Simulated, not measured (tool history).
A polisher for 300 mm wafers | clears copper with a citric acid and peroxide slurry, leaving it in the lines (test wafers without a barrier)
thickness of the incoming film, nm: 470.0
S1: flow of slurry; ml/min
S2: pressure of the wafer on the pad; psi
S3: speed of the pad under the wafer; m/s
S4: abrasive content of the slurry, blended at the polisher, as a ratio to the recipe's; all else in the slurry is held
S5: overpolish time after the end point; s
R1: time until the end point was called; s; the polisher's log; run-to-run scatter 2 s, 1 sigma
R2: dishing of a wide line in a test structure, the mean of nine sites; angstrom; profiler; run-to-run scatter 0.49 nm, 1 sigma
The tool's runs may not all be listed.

run    day   S1   S2    S3   S4  S5      R1      R2
  1  0.000  140  4.1  1.36  1.0  21  136.41  464.77
  2  0.046  140  4.1  1.02  1.0  21  182.35  365.81
  3  0.346  140  4.1  1.02  1.0  24  176.64  407.82
  4  0.533  145  4.1  1.02  1.0  25  176.25  408.98
  5  0.779  145  3.4  1.02  1.0  25  211.40  354.23
  6  0.962  145  3.4  1.02  0.9  25  218.07  346.79
  7  1.308  145  3.7  1.02  0.9  26  205.16  391.83
  8  1.354  150  3.9  1.02  0.9  26  192.45  411.89
  9  1.433  155  4.1  1.02  0.9  26  184.47  420.72
 10  1.796  155  4.2  1.02  0.9  26  180.83  440.62

Predict the results of run 11:
 11  1.979  155  4.3  1.02  0.9  26   ?   ?

Run 11 came out at R1 172.99 s, R2 441.70 angstrom.
